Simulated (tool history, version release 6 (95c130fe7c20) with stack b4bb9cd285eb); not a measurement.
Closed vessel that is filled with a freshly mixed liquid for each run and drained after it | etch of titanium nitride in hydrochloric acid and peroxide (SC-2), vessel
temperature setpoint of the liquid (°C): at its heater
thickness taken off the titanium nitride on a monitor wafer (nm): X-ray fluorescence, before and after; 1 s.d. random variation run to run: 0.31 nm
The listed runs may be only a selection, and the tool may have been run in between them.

| run | hour | temperature setpoint of the liquid (°C) | parts of water to one part each of 37 % hydrochloric acid and 30 % peroxide (parts by volume) | time in the liquid (s) | thickness taken off the titanium nitride on a monitor wafer (nm) |
|---|---|---|---|---|---|
| 1 | 0 | 52 | 7 | 260 | 14.29 |
| 2 | 4.2 | 54.5 | 7 | 260 | 16.926 |
| 3 | 7 | 57.5 | 7 | 260 | 20.752 |
| 4 | 8.4 | 57.5 | 8 | 260 | 18.398 |
| 5 | 14.3 | 60 | 8 | 260 | 21.519 |
| 6 | 18.7 | 62 | 8 | 260 | 24.537 |
| 7 | 23.3 | 62 | 8 | 260 | 24.503 |

Run 8 has not been measured yet. What should we expect?
| 8 | 32.1 | 63.5 | 8 | 260 | ? |

thickness taken off the titanium nitride on a monitor wafer (nm): 26.445

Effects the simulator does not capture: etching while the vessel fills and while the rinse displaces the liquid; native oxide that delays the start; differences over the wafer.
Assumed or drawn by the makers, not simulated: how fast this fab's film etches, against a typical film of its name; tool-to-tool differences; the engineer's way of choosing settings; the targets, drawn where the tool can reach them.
